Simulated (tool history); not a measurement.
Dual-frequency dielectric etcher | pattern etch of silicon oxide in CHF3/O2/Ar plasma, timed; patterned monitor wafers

run	hour	source power (kW)	bias power (kW)	etch time (s)	mean etch depth across the wafer (angstrom)
1	0.0	0.470	0.227	441.5	8620.0
2	2.3	0.440	0.223	441.5	8369.7
3	4.1	0.420	0.220	441.5	8170.8
4	6.4	0.400	0.218	441.5	7975.0
5	12.4	0.400	0.218	460.5	8357.9
6	21.0	0.380	0.215	460.5	8165.1
7	22.2	0.370	0.212	460.5	8069.8
8	22.7	0.360	0.209	460.5	7945.2
9	28.4	0.350	0.207	460.5	7840.1

Predict the results of run 10:
10	36.9	0.280	0.184	459.5	?

mean etch depth across the wafer (angstrom): 6976.7
